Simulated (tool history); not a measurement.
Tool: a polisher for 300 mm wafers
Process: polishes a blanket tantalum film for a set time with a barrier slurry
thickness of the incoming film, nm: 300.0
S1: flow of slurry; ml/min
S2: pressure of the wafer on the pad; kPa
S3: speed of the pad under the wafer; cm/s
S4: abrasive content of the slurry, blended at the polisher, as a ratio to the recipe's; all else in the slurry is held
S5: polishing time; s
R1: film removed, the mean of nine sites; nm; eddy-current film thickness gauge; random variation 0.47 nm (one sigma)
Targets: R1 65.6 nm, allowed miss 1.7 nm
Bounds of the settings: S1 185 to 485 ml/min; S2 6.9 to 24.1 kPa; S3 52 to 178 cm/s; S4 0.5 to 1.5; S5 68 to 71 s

run,hour,S1,S2,S3,S4,S5,R1
1,0,310,15.2,114,1,68,128.8
2,6.8,310,13.8,112,1,68,115.74
3,8.7,310,12.4,110,1,68,103.89
4,16.4,310,12.4,110,1,68,104.77
5,19.4,310,12.4,100,1,68,96.179
6,22.1,310,11.7,100,1,68,91.299
7,23,310,11,100,1,68,88.948
8,25.1,310,10.3,98,1,68,82.751
9,26.8,310,9.7,98,1,68,77.976
10,33.5,310,9,98,1,68,75.014

Which of these 4 next moves meets every target?
A,40.2,325,11.7,96,0.95,68,?
B,40.2,275,8.3,98,1.1,68,?
C,40.2,330,10.3,74,1.15,68,?
D,40.2,295,13.1,82,1.1,71,?

move,R1
A,88.002
B,71.807
C,65.765
D,88.202
A: further off than the last run
B: nearer than the last run, and not there yet
C: meets every target
D: further off than the last run
Move C is the one to make.
